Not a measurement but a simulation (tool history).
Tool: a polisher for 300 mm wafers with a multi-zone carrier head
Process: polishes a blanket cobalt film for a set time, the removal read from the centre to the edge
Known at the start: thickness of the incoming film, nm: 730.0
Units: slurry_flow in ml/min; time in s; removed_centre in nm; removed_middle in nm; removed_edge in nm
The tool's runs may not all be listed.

run 1 day=0 | slurry_flow=275 centre_zone=1 middle_zone=1 edge_zone=1 time=48 | removed_centre=303.45 removed_middle=305.29 removed_edge=312.1
run 2 day=0.104 | slurry_flow=275 centre_zone=1 middle_zone=0.92 edge_zone=1 time=48 | removed_centre=308.46 removed_middle=289 removed_edge=302.14
run 3 day=0.429 | slurry_flow=275 centre_zone=1 middle_zone=0.99 edge_zone=1 time=48 | removed_centre=315.16 removed_middle=308.8 removed_edge=306.88
run 4 day=0.479 | slurry_flow=275 centre_zone=1 middle_zone=0.99 edge_zone=1 time=53 | removed_centre=336.76 removed_middle=335.86 removed_edge=340.51
run 5 day=0.758 | slurry_flow=280 centre_zone=1.01 middle_zone=1.01 edge_zone=0.99 time=53 | removed_centre=344.36 removed_middle=345.29 removed_edge=347.6
run 6 day=0.958 | slurry_flow=290 centre_zone=1.02 middle_zone=1.03 edge_zone=0.98 time=53 | removed_centre=358 removed_middle=348.29 removed_edge=339.84
run 7 day=1.258 | slurry_flow=295 centre_zone=1.02 middle_zone=1.05 edge_zone=0.99 time=53 | removed_centre=350.47 removed_middle=358.72 removed_edge=348.2
run 8 day=1.379 | slurry_flow=300 centre_zone=1.03 middle_zone=1.06 edge_zone=0.99 time=53 | removed_centre=351.71 removed_middle=357.71 removed_edge=341.38
run 9 day=1.679 | slurry_flow=300 centre_zone=1.03 middle_zone=1.07 edge_zone=0.99 time=54 | removed_centre=360.41 removed_middle=368.67 removed_edge=358.32

For run 10, what comes out?
run 10 day=1.8 | slurry_flow=305 centre_zone=1.03 middle_zone=1.08 edge_zone=0.98 time=54 | removed_centre=? removed_middle=? removed_edge=?

{"run 10": {"removed_centre": 361.75, "removed_middle": 371.4, "removed_edge": 350.7}}
